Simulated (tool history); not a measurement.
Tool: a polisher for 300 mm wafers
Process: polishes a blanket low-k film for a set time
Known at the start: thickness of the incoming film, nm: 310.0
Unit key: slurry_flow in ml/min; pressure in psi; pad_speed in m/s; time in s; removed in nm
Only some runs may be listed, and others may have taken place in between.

run 1 day=0.000 | slurry_flow=135 pressure=1.2 pad_speed=0.78 slurry_solids=1.0 time=53 | removed=12.8570
run 2 day=0.054 | slurry_flow=135 pressure=1.2 pad_speed=0.78 slurry_solids=0.8 time=53 | removed=12.1570
run 3 day=0.088 | slurry_flow=135 pressure=1.2 pad_speed=0.90 slurry_solids=0.8 time=53 | removed=12.8500
run 4 day=0.108 | slurry_flow=135 pressure=1.2 pad_speed=0.90 slurry_solids=0.9 time=53 | removed=13.6210
run 5 day=0.242 | slurry_flow=130 pressure=1.1 pad_speed=0.90 slurry_solids=0.9 time=53 | removed=12.2880
run 6 day=0.300 | slurry_flow=130 pressure=1.2 pad_speed=0.90 slurry_solids=0.9 time=53 | removed=13.4200
run 7 day=0.625 | slurry_flow=125 pressure=1.1 pad_speed=0.90 slurry_solids=0.9 time=53 | removed=12.3760
run 8 day=0.796 | slurry_flow=125 pressure=1.1 pad_speed=0.90 slurry_solids=0.9 time=53 | removed=12.0950
run 9 day=0.879 | slurry_flow=120 pressure=1.0 pad_speed=0.90 slurry_solids=0.9 time=53 | removed=10.9860
run 10 day=0.929 | slurry_flow=115 pressure=1.0 pad_speed=0.90 slurry_solids=0.9 time=53 | removed=11.0050
run 11 day=1.083 | slurry_flow=110 pressure=1.0 pad_speed=0.90 slurry_solids=0.9 time=53 | removed=10.8440
run 12 day=1.150 | slurry_flow=105 pressure=1.0 pad_speed=0.90 slurry_solids=0.9 time=53 | removed=10.8150
run 13 day=1.242 | slurry_flow=100 pressure=0.9 pad_speed=0.90 slurry_solids=0.9 time=53 | removed=9.5797
run 14 day=1.279 | slurry_flow=95 pressure=0.9 pad_speed=0.90 slurry_solids=0.9 time=53 | removed=9.4748
run 15 day=1.517 | slurry_flow=85 pressure=0.8 pad_speed=0.90 slurry_solids=0.9 time=53 | removed=8.1196

What will run 16 give?
run 16 day=1.638 | slurry_flow=90 pressure=0.8 pad_speed=0.90 slurry_solids=0.9 time=53 | removed=?

removed: 8.3306 nm
